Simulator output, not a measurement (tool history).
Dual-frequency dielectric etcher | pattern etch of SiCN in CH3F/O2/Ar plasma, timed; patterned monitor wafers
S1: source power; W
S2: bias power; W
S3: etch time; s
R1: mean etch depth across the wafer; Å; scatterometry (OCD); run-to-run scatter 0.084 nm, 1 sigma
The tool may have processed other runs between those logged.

run 1 hour=0 | S1=540 S2=53 S3=59 | R1=237.86
run 2 hour=5.8 | S1=540 S2=59 S3=59 | R1=246.29
run 3 hour=6.4 | S1=490 S2=53 S3=58 | R1=221.78
run 4 hour=15.2 | S1=460 S2=50 S3=57.5 | R1=209.15
run 5 hour=19.2 | S1=460 S2=50 S3=59 | R1=213.11
run 6 hour=26 | S1=460 S2=50 S3=54 | R1=195.1
run 7 hour=35 | S1=440 S2=50 S3=54 | R1=190.36
run 8 hour=38.8 | S1=420 S2=50 S3=54 | R1=187.44

Run 9 has not been measured yet. What should we expect?
run 9 hour=39.5 | S1=400 S2=50 S3=54 | R1=?

Run 9 came out at R1 181.01 Å.

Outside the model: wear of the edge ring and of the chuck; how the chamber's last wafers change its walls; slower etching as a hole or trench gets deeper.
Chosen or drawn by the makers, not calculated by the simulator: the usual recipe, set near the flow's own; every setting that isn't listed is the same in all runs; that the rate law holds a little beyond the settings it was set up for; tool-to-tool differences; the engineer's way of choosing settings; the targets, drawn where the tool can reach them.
